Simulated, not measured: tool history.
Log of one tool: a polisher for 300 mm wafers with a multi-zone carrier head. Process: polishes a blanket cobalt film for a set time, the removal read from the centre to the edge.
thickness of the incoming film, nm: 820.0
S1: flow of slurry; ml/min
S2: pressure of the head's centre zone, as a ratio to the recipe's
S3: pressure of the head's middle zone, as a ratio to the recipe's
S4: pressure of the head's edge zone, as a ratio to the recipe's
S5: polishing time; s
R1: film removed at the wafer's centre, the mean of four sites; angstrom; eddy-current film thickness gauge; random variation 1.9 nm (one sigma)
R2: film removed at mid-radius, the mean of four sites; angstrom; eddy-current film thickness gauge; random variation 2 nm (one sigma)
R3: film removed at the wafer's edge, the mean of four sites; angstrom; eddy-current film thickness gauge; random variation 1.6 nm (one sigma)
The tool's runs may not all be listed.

| run | hour | S1 | S2 | S3 | S4 | S5 | R1 | R2 | R3 |
|---|---|---|---|---|---|---|---|---|---|
| 1 | 0 | 295 | 1 | 1 | 1 | 57 | 2546.9 | 2661 | 2671.1 |
| 2 | 7 | 290 | 1.01 | 1.02 | 0.96 | 51 | 2321.5 | 2464.7 | 2278.8 |
| 3 | 10.3 | 290 | 1.09 | 1.02 | 0.96 | 51 | 2505.9 | 2466.8 | 2321.7 |
| 4 | 18.3 | 290 | 1.09 | 1.02 | 0.96 | 63 | 3139.3 | 2949.7 | 2900.4 |
| 5 | 23.2 | 290 | 1.02 | 1.02 | 0.96 | 63 | 2874 | 2978.2 | 2850.8 |
| 6 | 24.6 | 285 | 1.02 | 1.01 | 0.93 | 56 | 2546 | 2591.9 | 2576.7 |
| 7 | 26 | 270 | 1.03 | 1.03 | 0.93 | 50 | 2299 | 2335.8 | 2210.9 |
| 8 | 33.7 | 260 | 1.02 | 1.05 | 0.92 | 46 | 2110.5 | 2170 | 2096.2 |
| 9 | 37.4 | 280 | 1.02 | 1.07 | 0.9 | 42 | 1930.1 | 2077.5 | 1818.2 |
| 10 | 39.2 | 280 | 1.02 | 1.08 | 0.89 | 40 | 1833.5 | 1976.8 | 1793.6 |
| 11 | 46.1 | 280 | 1.02 | 1.08 | 0.89 | 40 | 1829.9 | 1945.2 | 1761 |
| 12 | 53 | 290 | 1.03 | 1.1 | 0.88 | 38 | 1799.1 | 1928.2 | 1653.8 |
| 13 | 57.9 | 295 | 1.03 | 1.1 | 0.87 | 37 | 1725.5 | 1848.1 | 1604.8 |
| 14 | 60.6 | 305 | 1.03 | 1.11 | 0.86 | 36 | 1661.2 | 1808.6 | 1555.2 |
| 15 | 61.6 | 305 | 1.03 | 1.11 | 0.86 | 36 | 1697 | 1785.3 | 1565.7 |
| 16 | 63.6 | 305 | 1.03 | 1.13 | 0.85 | 35 | 1617.6 | 1834 | 1494.1 |

Run 17 comes next. What will it give?
| 17 | 66.4 | 290 | 1.05 | 1.1 | 0.81 | 32 | ? | ? | ? |

{"run 17": {"R1": 1548.3, "R2": 1591.4, "R3": 1351.2}}
